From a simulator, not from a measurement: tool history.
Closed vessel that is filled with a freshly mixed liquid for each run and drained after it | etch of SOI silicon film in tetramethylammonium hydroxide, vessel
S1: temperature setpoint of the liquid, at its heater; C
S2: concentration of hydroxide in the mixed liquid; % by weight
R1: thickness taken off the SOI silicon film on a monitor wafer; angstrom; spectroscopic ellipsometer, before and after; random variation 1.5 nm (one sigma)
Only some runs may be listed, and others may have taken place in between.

Run 1, hour 0.0: S1 61.0 C, S2 8.5 % by weight, time in the liquid (s) 85. Result: R1 3921.8 angstrom.
Run 2, hour 6.2: S1 61.0 C, S2 8.5 % by weight, time in the liquid (s) 90. Result: R1 4154.0 angstrom.
Run 3, hour 11.9: S1 59.0 C, S2 8.5 % by weight, time in the liquid (s) 90. Result: R1 3644.2 angstrom.
Run 4, hour 16.9: S1 57.5 C, S2 8.5 % by weight, time in the liquid (s) 90. Result: R1 3308.3 angstrom.
Run 5, hour 23.5: S1 62.5 C, S2 8.5 % by weight, time in the liquid (s) 90. Result: R1 4487.2 angstrom.
Run 6, hour 31.9: S1 60.0 C, S2 8.5 % by weight, time in the liquid (s) 90. Result: R1 3933.4 angstrom.
Run 7, hour 35.5: S1 58.0 C, S2 8.5 % by weight, time in the liquid (s) 90. Result: R1 3454.4 angstrom.
Run 8, hour 42.1: S1 57.0 C, S2 8.5 % by weight, time in the liquid (s) 90. Result: R1 3195.2 angstrom.

Predict the results of run 9:
Run 9, hour 46.8: S1 56.5 C, S2 8.5 % by weight, time in the liquid (s) 90. Result: R1 ?.

R1: 3110.7 angstrom

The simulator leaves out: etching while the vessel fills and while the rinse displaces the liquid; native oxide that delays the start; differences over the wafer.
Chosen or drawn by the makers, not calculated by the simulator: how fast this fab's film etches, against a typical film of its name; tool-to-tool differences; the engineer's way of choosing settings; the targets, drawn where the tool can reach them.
